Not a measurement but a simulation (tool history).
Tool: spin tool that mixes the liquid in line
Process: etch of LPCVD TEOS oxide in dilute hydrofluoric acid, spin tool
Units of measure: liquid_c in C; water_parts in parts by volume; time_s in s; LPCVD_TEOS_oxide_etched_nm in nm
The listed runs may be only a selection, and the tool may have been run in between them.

Run 1, hour 0.0: liquid_c 23.0 C, water_parts 215 parts by volume, time_s 75 s. Result: LPCVD_TEOS_oxide_etched_nm 9.0599 nm.
Run 2, hour 0.5: liquid_c 24.5 C, water_parts 215 parts by volume, time_s 75 s. Result: LPCVD_TEOS_oxide_etched_nm 9.6978 nm.
Run 3, hour 8.5: liquid_c 24.5 C, water_parts 275 parts by volume, time_s 75 s. Result: LPCVD_TEOS_oxide_etched_nm 7.0908 nm.
Run 4, hour 14.6: liquid_c 24.5 C, water_parts 275 parts by volume, time_s 75 s. Result: LPCVD_TEOS_oxide_etched_nm 7.0739 nm.
Run 5, hour 16.0: liquid_c 23.5 C, water_parts 275 parts by volume, time_s 75 s. Result: LPCVD_TEOS_oxide_etched_nm 6.9319 nm.
Run 6, hour 24.3: liquid_c 25.5 C, water_parts 275 parts by volume, time_s 75 s. Result: LPCVD_TEOS_oxide_etched_nm 7.3771 nm.
Run 7, hour 30.5: liquid_c 24.0 C, water_parts 275 parts by volume, time_s 75 s. Result: LPCVD_TEOS_oxide_etched_nm 7.0497 nm.
Run 8, hour 37.7: liquid_c 23.0 C, water_parts 275 parts by volume, time_s 75 s. Result: LPCVD_TEOS_oxide_etched_nm 6.6337 nm.
Run 9, hour 44.6: liquid_c 22.0 C, water_parts 275 parts by volume, time_s 75 s. Result: LPCVD_TEOS_oxide_etched_nm 6.4795 nm.

What does the tool deliver on the next run?
Run 10, hour 47.2: liquid_c 21.5 C, water_parts 275 parts by volume, time_s 75 s. Result: LPCVD_TEOS_oxide_etched_nm ?.

LPCVD_TEOS_oxide_etched_nm: 6.3779 nm
